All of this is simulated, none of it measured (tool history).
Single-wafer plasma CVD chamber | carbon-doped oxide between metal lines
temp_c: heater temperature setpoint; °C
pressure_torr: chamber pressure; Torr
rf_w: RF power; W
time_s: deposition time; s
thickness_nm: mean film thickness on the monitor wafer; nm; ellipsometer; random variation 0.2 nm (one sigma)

{"run": 1, "hour": 0.0, "temp_c": 335, "pressure_torr": 5.53, "rf_w": 400, "time_s": 6.58, "thickness_nm": 31.105}
{"run": 2, "hour": 9.0, "temp_c": 333, "pressure_torr": 5.68, "rf_w": 405, "time_s": 6.58, "thickness_nm": 31.371}
{"run": 3, "hour": 15.8, "temp_c": 333, "pressure_torr": 5.28, "rf_w": 405, "time_s": 6.58, "thickness_nm": 31.513}
{"run": 4, "hour": 19.1, "temp_c": 333, "pressure_torr": 5.28, "rf_w": 405, "time_s": 6.26, "thickness_nm": 29.624}
{"run": 5, "hour": 25.0, "temp_c": 332, "pressure_torr": 5.52, "rf_w": 415, "time_s": 6.27, "thickness_nm": 30.928}
{"run": 6, "hour": 27.3, "temp_c": 332, "pressure_torr": 6.47, "rf_w": 415, "time_s": 6.27, "thickness_nm": 31.363}
{"run": 7, "hour": 31.1, "temp_c": 331, "pressure_torr": 6.59, "rf_w": 420, "time_s": 6.27, "thickness_nm": 32.07}

The next listed run, before its measurement:
{"run": 8, "hour": 32.1, "temp_c": 329, "pressure_torr": 6.69, "rf_w": 420, "time_s": 6.27, "thickness_nm": "?"}

{"run 8": {"thickness_nm": 32.218}}
